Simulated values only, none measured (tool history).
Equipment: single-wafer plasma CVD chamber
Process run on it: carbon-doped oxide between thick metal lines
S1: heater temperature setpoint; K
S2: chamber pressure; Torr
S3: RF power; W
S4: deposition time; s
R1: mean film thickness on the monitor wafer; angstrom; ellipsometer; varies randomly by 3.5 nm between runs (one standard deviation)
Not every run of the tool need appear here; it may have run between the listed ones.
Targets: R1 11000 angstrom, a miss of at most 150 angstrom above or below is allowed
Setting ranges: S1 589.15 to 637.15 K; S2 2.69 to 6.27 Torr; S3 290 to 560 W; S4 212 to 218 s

Run 1, day 0: S1 613.15 K, S2 4.48 Torr, S3 425 W, S4 212 s. Result: R1 9436.3 angstrom.
Run 2, day 0.1: S1 613.15 K, S2 4.48 Torr, S3 425 W, S4 218 s. Result: R1 9748.4 angstrom.
Run 3, day 0.225: S1 610.15 K, S2 4.73 Torr, S3 430 W, S4 218 s. Result: R1 9989.1 angstrom.
Run 4, day 0.346: S1 610.15 K, S2 4.73 Torr, S3 390 W, S4 218 s. Result: R1 9371.4 angstrom.
Run 5, day 0.4: S1 607.15 K, S2 4.97 Torr, S3 400 W, S4 218 s. Result: R1 9602.8 angstrom.
Run 6, day 0.55: S1 605.15 K, S2 5.13 Torr, S3 410 W, S4 218 s. Result: R1 10004 angstrom.
Run 7, day 0.6: S1 603.15 K, S2 5.31 Torr, S3 410 W, S4 218 s. Result: R1 10083 angstrom.
Run 8, day 0.85: S1 601.15 K, S2 5.47 Torr, S3 415 W, S4 218 s. Result: R1 10233 angstrom.
Run 9, day 0.917: S1 600.15 K, S2 5.6 Torr, S3 420 W, S4 218 s. Result: R1 10368 angstrom.
Run 10, day 0.962: S1 599.15 K, S2 5.7 Torr, S3 425 W, S4 218 s. Result: R1 10506 angstrom.

Of the 4 settings listed for the next run, only one would bring every result within its allowed miss of target. Which one?
Run A, day 1.008: S1 592.15 K, S2 4.8 Torr, S3 490 W, S4 214 s. Result: R1 ?.
Run B, day 1.008: S1 598.15 K, S2 6.16 Torr, S3 440 W, S4 218 s. Result: R1 ?.
Run C, day 1.008: S1 607.15 K, S2 4.22 Torr, S3 415 W, S4 218 s. Result: R1 ?.
Run D, day 1.008: S1 595.15 K, S2 5.91 Torr, S3 415 W, S4 218 s. Result: R1 ?.

move      R1
   A   11334
   B   10878
   C  9664.9
   D   10543
A: pushes the last run's worst result past its target
B: every result lands within tolerance
C: misses by more than the last run did
D: an improvement on the last run, though not all results are within tolerance
Answer: B
